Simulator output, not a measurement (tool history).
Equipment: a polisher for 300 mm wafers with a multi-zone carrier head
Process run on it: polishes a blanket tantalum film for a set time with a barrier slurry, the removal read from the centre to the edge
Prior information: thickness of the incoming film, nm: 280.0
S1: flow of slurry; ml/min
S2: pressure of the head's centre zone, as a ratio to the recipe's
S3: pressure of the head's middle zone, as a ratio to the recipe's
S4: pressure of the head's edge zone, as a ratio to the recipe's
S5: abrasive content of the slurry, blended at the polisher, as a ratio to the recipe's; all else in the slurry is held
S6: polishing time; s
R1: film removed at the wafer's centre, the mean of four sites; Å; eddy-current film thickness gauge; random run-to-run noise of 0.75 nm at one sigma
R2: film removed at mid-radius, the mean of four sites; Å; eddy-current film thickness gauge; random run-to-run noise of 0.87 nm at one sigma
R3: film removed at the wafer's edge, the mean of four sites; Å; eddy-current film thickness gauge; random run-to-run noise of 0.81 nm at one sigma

run    day   S1    S2    S3    S4    S5  S6       R1       R2      R3
  1  0.000  275  1.00  1.00  1.00  1.00  51   949.38   925.81  895.30
  2  0.200  250  1.00  1.00  1.00  1.00  51   917.23   932.85  879.20
  3  0.488  250  1.00  1.00  1.00  1.00  57  1029.70  1008.80  975.42
  4  0.538  250  1.00  1.00  1.00  1.00  50   912.46   891.11  851.95
  5  0.867  245  1.00  0.98  1.01  0.95  50   865.92   862.91  859.75
  6  1.225  245  1.00  1.02  1.01  0.95  50   887.78   875.89  845.26
  7  1.329  245  1.02  1.00  1.02  0.90  50   876.64   828.83  831.39
  8  1.700  240  1.03  0.99  1.03  0.90  50   874.40   820.44  837.99
  9  1.838  235  1.04  0.98  1.03  0.90  50   883.22   823.88  827.41

Estimate the outcome of run 10 from the log above:
 10  1.896  235  1.04  0.98  1.03  0.90  50   ?   ?   ?

Run 10 measured R1 899.02 Å, R2 825.75 Å, R3 829.64 Å.

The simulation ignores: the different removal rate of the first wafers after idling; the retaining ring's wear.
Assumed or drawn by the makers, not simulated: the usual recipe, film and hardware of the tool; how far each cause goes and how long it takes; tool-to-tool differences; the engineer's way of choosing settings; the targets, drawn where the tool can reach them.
